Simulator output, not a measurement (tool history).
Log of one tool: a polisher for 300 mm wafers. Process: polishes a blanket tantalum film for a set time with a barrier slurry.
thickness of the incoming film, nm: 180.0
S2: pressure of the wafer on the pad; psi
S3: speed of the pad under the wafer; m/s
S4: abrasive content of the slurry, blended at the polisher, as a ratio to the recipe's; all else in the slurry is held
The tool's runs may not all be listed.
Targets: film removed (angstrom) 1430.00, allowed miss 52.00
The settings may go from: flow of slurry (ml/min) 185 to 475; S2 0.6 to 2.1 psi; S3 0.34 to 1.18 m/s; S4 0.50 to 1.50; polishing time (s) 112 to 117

run 1 hour=0.0 | flow_of_slurry_(ml/min)=305 S2=1.3 S3=0.76 S4=1.00 polishing_time_(s)=112 | film_removed_(angstrom)=893.86
run 2 hour=4.0 | flow_of_slurry_(ml/min)=305 S2=1.5 S3=0.76 S4=1.00 polishing_time_(s)=112 | film_removed_(angstrom)=1028.70
run 3 hour=10.0 | flow_of_slurry_(ml/min)=305 S2=1.5 S3=0.76 S4=1.00 polishing_time_(s)=117 | film_removed_(angstrom)=1062.30
run 4 hour=14.4 | flow_of_slurry_(ml/min)=305 S2=1.5 S3=0.76 S4=1.15 polishing_time_(s)=117 | film_removed_(angstrom)=1119.30
run 5 hour=15.5 | flow_of_slurry_(ml/min)=305 S2=1.5 S3=0.76 S4=1.15 polishing_time_(s)=112 | film_removed_(angstrom)=1040.10
run 6 hour=20.7 | flow_of_slurry_(ml/min)=305 S2=1.2 S3=0.76 S4=1.15 polishing_time_(s)=112 | film_removed_(angstrom)=879.09
run 7 hour=25.7 | flow_of_slurry_(ml/min)=305 S2=1.4 S3=0.76 S4=1.15 polishing_time_(s)=112 | film_removed_(angstrom)=991.43
run 8 hour=33.9 | flow_of_slurry_(ml/min)=305 S2=1.6 S3=0.76 S4=1.15 polishing_time_(s)=112 | film_removed_(angstrom)=1149.10
run 9 hour=42.3 | flow_of_slurry_(ml/min)=305 S2=1.7 S3=0.76 S4=1.15 polishing_time_(s)=112 | film_removed_(angstrom)=1175.80
run 10 hour=50.1 | flow_of_slurry_(ml/min)=305 S2=1.8 S3=0.76 S4=1.15 polishing_time_(s)=112 | film_removed_(angstrom)=1241.10
-- hour=53.2 slurry nozzle cleaned
run 11 hour=53.2 | flow_of_slurry_(ml/min)=305 S2=1.9 S3=0.76 S4=1.15 polishing_time_(s)=112 | film_removed_(angstrom)=1316.00

Which of these 5 next moves meets every target?
run A hour=56.3 | flow_of_slurry_(ml/min)=285 S2=2.1 S3=0.76 S4=1.10 polishing_time_(s)=114 | film_removed_(angstrom)=?
run B hour=56.3 | flow_of_slurry_(ml/min)=325 S2=1.5 S3=0.80 S4=1.30 polishing_time_(s)=117 | film_removed_(angstrom)=?
run C hour=56.3 | flow_of_slurry_(ml/min)=320 S2=1.8 S3=0.66 S4=1.20 polishing_time_(s)=115 | film_removed_(angstrom)=?
run D hour=56.3 | flow_of_slurry_(ml/min)=360 S2=1.6 S3=0.86 S4=1.25 polishing_time_(s)=112 | film_removed_(angstrom)=?
run E hour=56.3 | flow_of_slurry_(ml/min)=360 S2=1.9 S3=0.68 S4=1.30 polishing_time_(s)=113 | film_removed_(angstrom)=?

move=A film_removed_(angstrom)=1463.00
move=B film_removed_(angstrom)=1230.00
move=C film_removed_(angstrom)=1188.30
move=D film_removed_(angstrom)=1314.30
move=E film_removed_(angstrom)=1286.40
A: meets every target
B: further off than the last run
C: further off than the last run
D: as far off as the last run
E: further off than the last run
Move A is the one to make.
